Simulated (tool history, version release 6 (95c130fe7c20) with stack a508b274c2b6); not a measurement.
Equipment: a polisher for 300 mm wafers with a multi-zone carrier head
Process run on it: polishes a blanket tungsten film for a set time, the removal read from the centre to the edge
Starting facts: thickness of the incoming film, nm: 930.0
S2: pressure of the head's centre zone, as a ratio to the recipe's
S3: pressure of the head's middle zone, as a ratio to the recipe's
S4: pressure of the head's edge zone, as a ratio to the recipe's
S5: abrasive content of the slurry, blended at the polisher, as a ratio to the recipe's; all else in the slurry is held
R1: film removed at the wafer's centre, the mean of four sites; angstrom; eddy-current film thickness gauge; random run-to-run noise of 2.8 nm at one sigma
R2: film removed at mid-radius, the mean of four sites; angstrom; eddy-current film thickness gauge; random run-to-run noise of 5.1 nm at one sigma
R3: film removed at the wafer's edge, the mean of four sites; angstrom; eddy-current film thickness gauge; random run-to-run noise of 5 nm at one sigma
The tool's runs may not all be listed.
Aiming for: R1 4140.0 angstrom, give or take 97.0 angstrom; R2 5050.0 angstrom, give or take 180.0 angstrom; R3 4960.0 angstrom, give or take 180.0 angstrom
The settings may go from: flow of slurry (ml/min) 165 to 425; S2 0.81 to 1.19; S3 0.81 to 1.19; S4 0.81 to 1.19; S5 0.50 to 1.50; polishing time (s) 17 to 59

Run 1, day 0.000: flow of slurry (ml/min) 275, S2 1.00, S3 1.00, S4 1.00, S5 1.00, polishing time (s) 38. Result: R1 2829.2 angstrom, R2 2863.6 angstrom, R3 2932.7 angstrom.
Run 2, day 0.333: flow of slurry (ml/min) 275, S2 0.98, S3 1.04, S4 1.05, S5 1.15, polishing time (s) 42. Result: R1 3162.8 angstrom, R2 3347.0 angstrom, R3 3402.4 angstrom.
Run 3, day 0.596: flow of slurry (ml/min) 335, S2 0.98, S3 1.04, S4 1.05, S5 1.15, polishing time (s) 42. Result: R1 3264.9 angstrom, R2 3397.9 angstrom, R3 3447.4 angstrom.
Run 4, day 0.917: flow of slurry (ml/min) 335, S2 0.98, S3 1.04, S4 1.05, S5 1.15, polishing time (s) 37. Result: R1 2866.9 angstrom, R2 3000.4 angstrom, R3 3032.6 angstrom.
Run 5, day 1.138: flow of slurry (ml/min) 305, S2 0.98, S3 1.04, S4 1.05, S5 1.15, polishing time (s) 37. Result: R1 2834.8 angstrom, R2 3044.6 angstrom, R3 3058.1 angstrom.
Run 6, day 1.408: flow of slurry (ml/min) 305, S2 0.98, S3 1.04, S4 1.09, S5 1.15, polishing time (s) 37. Result: R1 2822.8 angstrom, R2 3009.8 angstrom, R3 3057.2 angstrom.
Run 7, day 1.479: flow of slurry (ml/min) 280, S2 0.96, S3 1.07, S4 1.10, S5 1.25, polishing time (s) 42. Result: R1 3192.4 angstrom, R2 3575.4 angstrom, R3 3607.4 angstrom.
Run 8, day 1.533: flow of slurry (ml/min) 275, S2 0.96, S3 1.17, S4 1.18, S5 1.50, polishing time (s) 51. Result: R1 4029.9 angstrom, R2 4887.3 angstrom, R3 4720.6 angstrom.
Run 9, day 1.675: flow of slurry (ml/min) 280, S2 0.95, S3 1.17, S4 1.18, S5 1.50, polishing time (s) 51. Result: R1 4036.1 angstrom, R2 4867.9 angstrom, R3 4750.5 angstrom.

Which one of the following 5 next-run settings gets every result inside its allowed miss? There is exactly one.
Run A, day 1.817: flow of slurry (ml/min) 300, S2 0.91, S3 1.13, S4 1.13, S5 1.50, polishing time (s) 54. Result: R1 ?, R2 ?, R3 ?.
Run B, day 1.817: flow of slurry (ml/min) 215, S2 0.90, S3 1.05, S4 1.19, S5 1.35, polishing time (s) 55. Result: R1 ?, R2 ?, R3 ?.
Run C, day 1.817: flow of slurry (ml/min) 270, S2 0.91, S3 1.17, S4 1.19, S5 1.50, polishing time (s) 51. Result: R1 ?, R2 ?, R3 ?.
Run D, day 1.817: flow of slurry (ml/min) 280, S2 0.85, S3 1.18, S4 1.19, S5 1.50, polishing time (s) 55. Result: R1 ?, R2 ?, R3 ?.
Run E, day 1.817: flow of slurry (ml/min) 225, S2 1.02, S3 1.09, S4 1.16, S5 1.50, polishing time (s) 54. Result: R1 ?, R2 ?, R3 ?.

move      R1      R2      R3
   A  4079.8  4964.1  4851.5
   B  3809.0  4425.0  4785.7
   C  3804.3  4774.1  4662.3
   D  3848.1  5210.2  5043.4
   E  4396.7  4640.4  4788.6
A: every result within its allowed miss
B: corrects the largest miss of the last run, while another result sits out of spec
C: lands further from the targets than the last run did
D: corrects the largest miss of the last run, while another result sits out of spec
E: corrects the largest miss of the last run, while another result sits out of spec
The right move is A.
